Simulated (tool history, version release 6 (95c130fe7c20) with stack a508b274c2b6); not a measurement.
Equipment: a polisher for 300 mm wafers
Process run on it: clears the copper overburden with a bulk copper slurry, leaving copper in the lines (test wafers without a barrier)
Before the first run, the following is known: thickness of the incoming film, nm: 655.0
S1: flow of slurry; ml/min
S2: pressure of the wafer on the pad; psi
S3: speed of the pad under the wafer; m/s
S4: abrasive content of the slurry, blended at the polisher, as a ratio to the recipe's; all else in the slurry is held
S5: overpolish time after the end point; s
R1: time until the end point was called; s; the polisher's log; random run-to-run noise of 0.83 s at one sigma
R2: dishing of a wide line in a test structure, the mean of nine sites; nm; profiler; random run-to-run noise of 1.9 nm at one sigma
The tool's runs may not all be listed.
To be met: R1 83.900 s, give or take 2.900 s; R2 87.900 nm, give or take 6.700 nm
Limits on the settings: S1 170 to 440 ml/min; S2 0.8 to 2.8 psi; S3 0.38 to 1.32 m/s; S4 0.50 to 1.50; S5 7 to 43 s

{"run": 1, "hour": 0.0, "S1": 280, "S2": 1.8, "S3": 0.84, "S4": 1.0, "S5": 22, "R1": 114.64, "R2": 66.813}
{"run": 2, "hour": 4.5, "S1": 280, "S2": 1.8, "S3": 1.02, "S4": 1.0, "S5": 22, "R1": 94.119, "R2": 73.246}
{"run": 3, "hour": 10.9, "S1": 280, "S2": 2.0, "S3": 1.02, "S4": 1.0, "S5": 22, "R1": 86.939, "R2": 79.659}
{"run": 4, "hour": 13.3, "S1": 335, "S2": 2.0, "S3": 1.02, "S4": 1.0, "S5": 22, "R1": 84.428, "R2": 81.35}
{"run": 5, "hour": 18.6, "S1": 335, "S2": 2.0, "S3": 1.02, "S4": 1.0, "S5": 17, "R1": 84.019, "R2": 68.974}
{"hour": 27.3, "done": "head pressure recalibrated"}
{"run": 6, "hour": 27.3, "S1": 335, "S2": 2.0, "S3": 1.02, "S4": 1.0, "S5": 12, "R1": 94.4, "R2": 47.959}
{"run": 7, "hour": 32.2, "S1": 330, "S2": 2.0, "S3": 1.02, "S4": 1.0, "S5": 13, "R1": 93.902, "R2": 49.822}
{"run": 8, "hour": 38.9, "S1": 325, "S2": 2.0, "S3": 1.02, "S4": 1.0, "S5": 14, "R1": 93.018, "R2": 54.212}
{"run": 9, "hour": 40.8, "S1": 320, "S2": 2.0, "S3": 1.02, "S4": 1.0, "S5": 15, "R1": 94.056, "R2": 55.43}
{"run": 10, "hour": 46.7, "S1": 320, "S2": 2.0, "S3": 1.02, "S4": 1.0, "S5": 16, "R1": 93.59, "R2": 60.198}
{"run": 11, "hour": 50.1, "S1": 320, "S2": 2.0, "S3": 1.02, "S4": 1.0, "S5": 17, "R1": 94.584, "R2": 60.125}

Below are 4 possible settings for the next run. Only one of them brings all results inside the allowed miss of their targets. Which is it?
{"run": "A", "hour": 53.5, "S1": 355, "S2": 1.9, "S3": 1.16, "S4": 1.05, "S5": 20, "R1": "?", "R2": "?"}
{"run": "B", "hour": 53.5, "S1": 325, "S2": 2.1, "S3": 0.88, "S4": 0.95, "S5": 14, "R1": "?", "R2": "?"}
{"run": "C", "hour": 53.5, "S1": 295, "S2": 1.9, "S3": 1.2, "S4": 1.0, "S5": 29, "R1": "?", "R2": "?"}
{"run": "D", "hour": 53.5, "S1": 310, "S2": 2.1, "S3": 1.04, "S4": 0.9, "S5": 21, "R1": "?", "R2": "?"}

move=A R1=84.321 R2=72.637
move=B R1=103.370 R2=49.876
move=C R1=83.771 R2=89.245
move=D R1=89.367 R2=73.505
A: moves toward the targets from the last run without getting all of them in spec
B: further off than the last run
C: every result lands within tolerance
D: moves toward the targets from the last run without getting all of them in spec
Move C is the one to make.

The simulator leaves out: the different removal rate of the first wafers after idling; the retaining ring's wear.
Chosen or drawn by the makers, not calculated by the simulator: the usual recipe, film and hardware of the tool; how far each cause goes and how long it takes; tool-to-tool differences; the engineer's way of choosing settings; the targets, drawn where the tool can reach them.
